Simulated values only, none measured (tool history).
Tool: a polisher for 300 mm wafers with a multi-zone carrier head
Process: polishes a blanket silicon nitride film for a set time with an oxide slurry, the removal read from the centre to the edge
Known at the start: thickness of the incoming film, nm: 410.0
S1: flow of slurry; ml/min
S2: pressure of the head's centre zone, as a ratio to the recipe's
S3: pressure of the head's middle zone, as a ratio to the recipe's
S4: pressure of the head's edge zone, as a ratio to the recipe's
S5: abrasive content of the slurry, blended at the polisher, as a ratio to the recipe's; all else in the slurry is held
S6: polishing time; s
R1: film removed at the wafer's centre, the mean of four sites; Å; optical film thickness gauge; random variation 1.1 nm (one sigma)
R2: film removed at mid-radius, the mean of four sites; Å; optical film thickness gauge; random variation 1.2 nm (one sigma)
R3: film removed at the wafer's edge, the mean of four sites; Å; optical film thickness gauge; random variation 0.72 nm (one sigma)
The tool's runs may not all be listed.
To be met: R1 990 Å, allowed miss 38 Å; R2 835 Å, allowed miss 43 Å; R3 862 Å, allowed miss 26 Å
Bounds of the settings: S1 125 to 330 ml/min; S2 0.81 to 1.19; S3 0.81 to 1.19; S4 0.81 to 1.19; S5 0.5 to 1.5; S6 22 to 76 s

run   hour   S1    S2    S3    S4    S5  S6      R1      R2      R3
  1      0  210     1     1     1     1  49  558.58  555.47  555.96
  2    8.3  265     1     1     1     1  49  573.24   581.4  589.55
  3   16.8  265     1     1     1  0.85  49  535.35  533.04  540.17
  4   20.3  265     1  0.91     1  0.85  49  542.59  497.32  537.67
  5   27.8  265     1  0.86     1  0.85  49  535.25  470.87  546.72
  6   30.4  265     1  0.86  0.95  0.85  49  535.94  465.47  528.15
  7   35.9  270  1.03  0.89  0.96     1  50  610.11  527.31  584.42
  8   42.9  275  1.06  0.91  0.98   1.1  51  669.28  579.78  631.56
  9   47.6  280  1.08  0.92  0.99   1.2  52  724.35  611.82   653.6
 10   53.8  280  1.08  0.92  0.99   1.2  52     726  612.17  676.33
 11   59.6  280  1.08  0.92  0.99   1.2  52  719.46     608  659.47
 12   68.4  285  1.09  0.93  0.99  1.25  53  740.95  647.39  695.17
 13   70.7  280  1.11  0.93  0.98   1.3  55  811.74  664.22  723.91
 14   71.9  285  1.12  0.95  0.99  1.35  56  850.98  720.24  755.95
 15   79.9  290  1.13  0.96     1   1.4  57   895.4  736.98  788.26
 16   85.8  295  1.13  0.97  1.01   1.4  57  888.33  732.88  782.82
 17   94.8  295  1.13  0.98  1.01   1.4  58  895.88  769.63  798.91
 18   99.6  295  1.14  0.98  1.01   1.4  58  903.78  786.94  797.09
 19  107.4  295  1.15  0.98  1.02  1.45  59  947.06     809  816.58

5 next moves are on the table. One of them brings every result within its allowed miss. Which?
  A  115.2  315   1.1  0.93  0.89   1.5  63   ?   ?   ?
  B  115.2  305  1.06  0.98     1   1.5  61   ?   ?   ?
  C  115.2  300  1.19  0.91  0.95  1.45  60   ?   ?   ?
  D  115.2  275  1.09   0.9  1.09   1.5  60   ?   ?   ?
  E  115.2  320  1.19  1.03  0.92   1.4  59   ?   ?   ?

move      R1      R2      R3
   A  990.12  818.09  842.89
   B  920.72  825.14  848.08
   C  1003.1  752.07  808.81
   D  919.83   747.5  855.63
   E  981.66  815.49  779.01
A: meets every target
B: brings the result that was furthest off to its target, and leaves another outside
C: further off than the last run
D: brings the result that was furthest off to its target, and leaves another outside
E: further off than the last run
Move A is the one to make.

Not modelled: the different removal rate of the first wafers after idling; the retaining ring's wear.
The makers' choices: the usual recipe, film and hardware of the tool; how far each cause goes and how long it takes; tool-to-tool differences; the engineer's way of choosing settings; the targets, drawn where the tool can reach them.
